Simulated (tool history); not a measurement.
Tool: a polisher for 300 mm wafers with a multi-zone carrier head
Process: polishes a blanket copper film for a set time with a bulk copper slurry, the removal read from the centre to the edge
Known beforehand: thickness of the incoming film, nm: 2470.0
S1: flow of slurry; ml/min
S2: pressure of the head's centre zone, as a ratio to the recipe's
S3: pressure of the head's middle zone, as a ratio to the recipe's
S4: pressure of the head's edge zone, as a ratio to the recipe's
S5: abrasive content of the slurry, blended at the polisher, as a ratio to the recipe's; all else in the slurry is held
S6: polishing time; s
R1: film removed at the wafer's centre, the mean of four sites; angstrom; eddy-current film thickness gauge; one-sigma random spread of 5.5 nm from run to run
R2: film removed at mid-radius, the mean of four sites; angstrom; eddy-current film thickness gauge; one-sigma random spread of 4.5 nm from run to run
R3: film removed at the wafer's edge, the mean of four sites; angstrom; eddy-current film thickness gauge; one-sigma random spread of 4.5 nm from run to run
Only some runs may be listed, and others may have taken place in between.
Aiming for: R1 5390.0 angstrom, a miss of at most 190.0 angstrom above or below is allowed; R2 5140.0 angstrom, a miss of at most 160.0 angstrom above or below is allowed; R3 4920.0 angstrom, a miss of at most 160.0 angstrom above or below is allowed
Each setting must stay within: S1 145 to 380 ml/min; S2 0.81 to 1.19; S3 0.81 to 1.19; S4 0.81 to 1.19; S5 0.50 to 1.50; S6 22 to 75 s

run 1 hour=0.0 | S1=245 S2=1.00 S3=1.00 S4=1.00 S5=1.00 S6=48 | R1=4491.8 R2=4472.3 R3=4552.7
run 2 hour=6.5 | S1=245 S2=1.00 S3=1.00 S4=1.00 S5=1.10 S6=48 | R1=4592.0 R2=4585.1 R3=4614.1
run 3 hour=7.6 | S1=255 S2=1.02 S3=1.02 S4=1.01 S5=1.15 S6=48 | R1=4735.1 R2=4631.2 R3=4749.4
run 4 hour=13.5 | S1=280 S2=1.02 S3=1.02 S4=1.01 S5=1.15 S6=48 | R1=4751.3 R2=4699.3 R3=4846.4
-- hour=16.9 edge zone pressure recalibrated
run 5 hour=16.9 | S1=280 S2=1.02 S3=1.07 S4=1.01 S5=1.15 S6=48 | R1=4740.1 R2=4932.2 R3=4568.8
run 6 hour=21.6 | S1=280 S2=1.05 S3=1.07 S4=1.01 S5=1.15 S6=48 | R1=4922.0 R2=4971.8 R3=4513.9
run 7 hour=30.4 | S1=285 S2=1.06 S3=1.07 S4=1.02 S5=1.20 S6=48 | R1=5120.0 R2=4974.4 R3=4704.1
run 8 hour=39.0 | S1=290 S2=1.06 S3=1.07 S4=1.03 S5=1.20 S6=48 | R1=5176.9 R2=5026.4 R3=4632.0
run 9 hour=41.2 | S1=295 S2=1.06 S3=1.07 S4=1.04 S5=1.25 S6=48 | R1=5173.6 R2=5071.5 R3=4761.0
run 10 hour=42.3 | S1=300 S2=1.06 S3=1.07 S4=1.05 S5=1.25 S6=48 | R1=5136.3 R2=5012.3 R3=4691.2

Which of these 5 next moves meets every target?
run A hour=43.4 | S1=310 S2=1.02 S3=0.98 S4=1.05 S5=1.20 S6=49 | R1=? R2=? R3=?
run B hour=43.4 | S1=295 S2=1.12 S3=0.83 S4=1.02 S5=1.25 S6=53 | R1=? R2=? R3=?
run C hour=43.4 | S1=325 S2=1.09 S3=1.03 S4=1.03 S5=1.20 S6=45 | R1=? R2=? R3=?
run D hour=43.4 | S1=315 S2=0.86 S3=0.96 S4=0.91 S5=1.00 S6=60 | R1=? R2=? R3=?
run E hour=43.4 | S1=335 S2=1.02 S3=0.97 S4=0.92 S5=1.45 S6=50 | R1=? R2=? R3=?

move=A R1=5039.6 R2=4844.4 R3=4910.1
move=B R1=6021.9 R2=4736.5 R3=5285.4
move=C R1=4972.7 R2=4617.7 R3=4478.8
move=D R1=4942.2 R2=5571.7 R3=5340.3
move=E R1=5459.0 R2=5209.6 R3=4981.6
A: the furthest-off result lands on target, but another misses its tolerance
B: the result that was furthest off in the last run now lies on the other side of its target
C: the biggest miss grows against the last run
D: the result that was furthest off in the last run now lies on the other side of its target
E: hits every target within its allowed miss
E is the move that brings every result within its allowed miss.
